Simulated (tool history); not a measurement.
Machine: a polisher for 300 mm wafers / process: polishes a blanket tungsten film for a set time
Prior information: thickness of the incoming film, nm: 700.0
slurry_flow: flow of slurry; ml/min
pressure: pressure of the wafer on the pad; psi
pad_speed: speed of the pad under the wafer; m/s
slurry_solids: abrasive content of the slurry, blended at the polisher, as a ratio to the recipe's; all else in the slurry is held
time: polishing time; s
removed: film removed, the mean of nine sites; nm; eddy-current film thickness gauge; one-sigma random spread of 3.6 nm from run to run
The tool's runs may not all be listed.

{"run": 1, "hour": 0.0, "slurry_flow": 190, "pressure": 3.9, "pad_speed": 1.26, "slurry_solids": 1.0, "time": 58, "removed": 370.35}
{"run": 2, "hour": 0.9, "slurry_flow": 190, "pressure": 3.9, "pad_speed": 1.26, "slurry_solids": 0.85, "time": 58, "removed": 359.35}
{"run": 3, "hour": 5.3, "slurry_flow": 195, "pressure": 4.1, "pad_speed": 1.26, "slurry_solids": 0.85, "time": 58, "removed": 375.01}
{"run": 4, "hour": 10.8, "slurry_flow": 195, "pressure": 4.1, "pad_speed": 1.26, "slurry_solids": 0.85, "time": 58, "removed": 372.25}
{"run": 5, "hour": 18.2, "slurry_flow": 195, "pressure": 4.1, "pad_speed": 1.26, "slurry_solids": 0.85, "time": 58, "removed": 377.33}
{"run": 6, "hour": 20.2, "slurry_flow": 200, "pressure": 4.3, "pad_speed": 1.26, "slurry_solids": 0.85, "time": 58, "removed": 390.74}
{"run": 7, "hour": 22.1, "slurry_flow": 200, "pressure": 4.5, "pad_speed": 1.26, "slurry_solids": 0.85, "time": 58, "removed": 417.43}
{"run": 8, "hour": 29.3, "slurry_flow": 200, "pressure": 4.6, "pad_speed": 1.26, "slurry_solids": 0.85, "time": 58, "removed": 418.46}

Run 9 has not been measured yet. What should we expect?
{"run": 9, "hour": 35.2, "slurry_flow": 200, "pressure": 4.7, "pad_speed": 1.26, "slurry_solids": 0.85, "time": 58, "removed": "?"}

Run 9 gave removed 432.06 nm.
